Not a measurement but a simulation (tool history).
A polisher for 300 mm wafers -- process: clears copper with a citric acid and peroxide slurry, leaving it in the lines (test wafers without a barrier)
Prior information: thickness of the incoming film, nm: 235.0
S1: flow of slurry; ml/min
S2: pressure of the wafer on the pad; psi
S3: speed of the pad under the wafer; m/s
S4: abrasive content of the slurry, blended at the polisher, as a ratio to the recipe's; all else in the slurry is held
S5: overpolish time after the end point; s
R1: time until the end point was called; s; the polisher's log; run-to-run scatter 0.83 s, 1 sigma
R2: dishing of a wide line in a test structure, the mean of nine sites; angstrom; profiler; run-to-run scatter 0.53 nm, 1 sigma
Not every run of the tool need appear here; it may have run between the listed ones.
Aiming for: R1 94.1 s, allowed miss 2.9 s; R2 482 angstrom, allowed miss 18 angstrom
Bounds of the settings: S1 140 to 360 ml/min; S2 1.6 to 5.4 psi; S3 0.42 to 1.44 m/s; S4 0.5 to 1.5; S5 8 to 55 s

run 1 hour=0 | S1=230 S2=3.5 S3=0.92 S4=1 S5=28 | R1=102.39 R2=363.8
run 2 hour=4.4 | S1=230 S2=3.5 S3=0.92 S4=1 S5=37 | R1=103.16 R2=422.73
run 3 hour=10.2 | S1=180 S2=3.5 S3=0.92 S4=1 S5=37 | R1=107.75 R2=414.95
run 4 hour=13.5 | S1=205 S2=3.5 S3=0.92 S4=1 S5=37 | R1=106.01 R2=419.58
run 5 hour=21 | S1=215 S2=3.5 S3=0.92 S4=1 S5=38 | R1=105.92 R2=425.61
run 6 hour=21.7 | S1=215 S2=3.5 S3=0.92 S4=1 S5=47 | R1=105.7 R2=490.44
run 7 hour=30.2 | S1=225 S2=3.5 S3=0.92 S4=1 S5=46 | R1=105.12 R2=475.39
run 8 hour=32.9 | S1=235 S2=3.5 S3=0.92 S4=1 S5=46 | R1=102.03 R2=481.95
run 9 hour=35.9 | S1=245 S2=3.5 S3=0.92 S4=1 S5=46 | R1=103.25 R2=487.77
run 10 hour=43.6 | S1=245 S2=3.5 S3=0.92 S4=1 S5=46 | R1=102.57 R2=477.98
run 11 hour=46.7 | S1=255 S2=3.5 S3=0.92 S4=1 S5=46 | R1=100.95 R2=487.43
run 12 hour=52.4 | S1=260 S2=3.5 S3=0.92 S4=1 S5=46 | R1=101.35 R2=478.35
run 13 hour=58.2 | S1=265 S2=3.5 S3=0.92 S4=1 S5=46 | R1=100.78 R2=485.54
run 14 hour=63.7 | S1=270 S2=3.5 S3=0.92 S4=1 S5=46 | R1=100.04 R2=485.95
run 15 hour=66.9 | S1=275 S2=3.5 S3=0.92 S4=1 S5=46 | R1=100.18 R2=494.04
run 16 hour=71.5 | S1=275 S2=3.5 S3=0.92 S4=1 S5=46 | R1=99.607 R2=487.3
-- hour=77.1 slurry nozzle cleaned
run 17 hour=77.1 | S1=280 S2=3.5 S3=0.92 S4=1 S5=46 | R1=92.261 R2=517.97

Exactly one of the 5 candidate moves below puts every result within its allowed miss. Which one?
run A hour=82.7 | S1=225 S2=3.8 S3=0.92 S4=1.1 S5=35 | R1=? R2=?
run B hour=82.7 | S1=265 S2=3.4 S3=0.98 S4=0.85 S5=43 | R1=? R2=?
run C hour=82.7 | S1=310 S2=3.4 S3=0.88 S4=1.1 S5=49 | R1=? R2=?
run D hour=82.7 | S1=315 S2=3.8 S3=0.88 S4=0.95 S5=34 | R1=? R2=?
run E hour=82.7 | S1=280 S2=4.5 S3=0.84 S4=0.95 S5=34 | R1=? R2=?

move=A R1=89.271 R2=455.55
move=B R1=94.471 R2=488.94
move=C R1=96.11 R2=515.65
move=D R1=93.551 R2=436.92
move=E R1=89.05 R2=452.48
A: takes the result that was furthest off past its target
B: every result within its allowed miss
C: better than the last run, though not everything is in spec
D: takes the result that was furthest off past its target
E: takes the result that was furthest off past its target
B meets every target.

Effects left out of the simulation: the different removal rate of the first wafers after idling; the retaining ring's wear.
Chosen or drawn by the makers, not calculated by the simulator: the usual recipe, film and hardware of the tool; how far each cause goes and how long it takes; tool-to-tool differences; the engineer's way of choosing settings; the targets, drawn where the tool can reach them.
